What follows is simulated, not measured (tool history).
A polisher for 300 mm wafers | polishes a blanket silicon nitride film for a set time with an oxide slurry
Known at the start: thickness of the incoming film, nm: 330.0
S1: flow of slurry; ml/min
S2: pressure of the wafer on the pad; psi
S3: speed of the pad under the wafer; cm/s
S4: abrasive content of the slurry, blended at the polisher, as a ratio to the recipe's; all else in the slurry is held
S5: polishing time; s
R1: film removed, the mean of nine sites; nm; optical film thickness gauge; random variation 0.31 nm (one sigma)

run,hour,S1,S2,S3,S4,S5,R1
1,0,220,2.6,122,1,100,44.624
2,3.6,220,2.6,122,1,105,46.377
3,5.5,220,2.1,122,1,105,36.958
4,13.6,220,1.9,122,1,105,34.604
5,17.1,220,1.3,122,1,105,24.174
6,22.3,220,1.2,122,1,105,22.489

Forecast run 7:
7,29.9,220,1.3,122,1,105,?

Run 7 gave R1 24.067 nm.
